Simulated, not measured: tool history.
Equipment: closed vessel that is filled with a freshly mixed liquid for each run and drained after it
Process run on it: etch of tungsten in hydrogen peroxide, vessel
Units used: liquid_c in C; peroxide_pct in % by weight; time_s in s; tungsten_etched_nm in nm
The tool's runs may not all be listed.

run  hour  liquid_c  peroxide_pct  time_s  tungsten_etched_nm
  1     0        47          22.5      30              53.374
  2   5.5        46          22.5      30              50.256
  3  13.1      50.5          22.5      30              65.655
  4  14.3      50.5          25.5      30              70.237
  5  20.5        49          25.5      30              64.432
  6  21.5        49          25.5      30              64.081
  7  24.3      47.5          25.5      30              58.307
  8  27.3        46          25.5      30              53.654
  9  31.2        45          25.5      30              50.249
 10  40.1        44          25.5      30              46.987
 11    45        43          25.5      30              43.876
 12    53        42          25.5      30              41.236
 13  56.9      41.5          25.5      30              40.134

For run 14, what comes out?
 14  61.6        41          25.5      30                   ?

{"run 14": {"tungsten_etched_nm": 39.156}}
